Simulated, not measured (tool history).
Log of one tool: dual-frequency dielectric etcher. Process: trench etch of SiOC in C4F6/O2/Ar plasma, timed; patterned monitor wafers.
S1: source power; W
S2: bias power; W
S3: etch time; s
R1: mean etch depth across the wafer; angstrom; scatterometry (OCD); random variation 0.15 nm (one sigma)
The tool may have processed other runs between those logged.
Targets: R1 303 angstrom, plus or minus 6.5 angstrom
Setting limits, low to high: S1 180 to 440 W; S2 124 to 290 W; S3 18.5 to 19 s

run	hour	S1	S2	S3	R1
1	0	310	207	18.5	391.19
2	5.6	350	207	18.5	420.59
3	8.5	300	196	18.5	376.01
4	14.3	280	196	18.5	357.91
5	17.1	280	196	18.5	362.08
6	19.5	280	196	19	367.01
7	20.2	250	194	19	340
8	24.4	240	193	19	332.63
9	33.3	230	192	19	323.62

5 next moves are on the table. One of them brings every result within its allowed miss. Which?
A	42.2	220	206	19	?
B	42.2	260	202	19	?
C	42.2	250	188	18.5	?
D	42.2	250	212	19	?
E	42.2	220	177	19	?

move	R1
A	316.27
B	355.99
C	330.26
D	351.31
E	302.5
A: nearer the targets than the last run, but a result is still out of spec
B: further off than the last run
C: further off than the last run
D: further off than the last run
E: each result inside its tolerance
So the answer is move E, the one that meets all the targets.
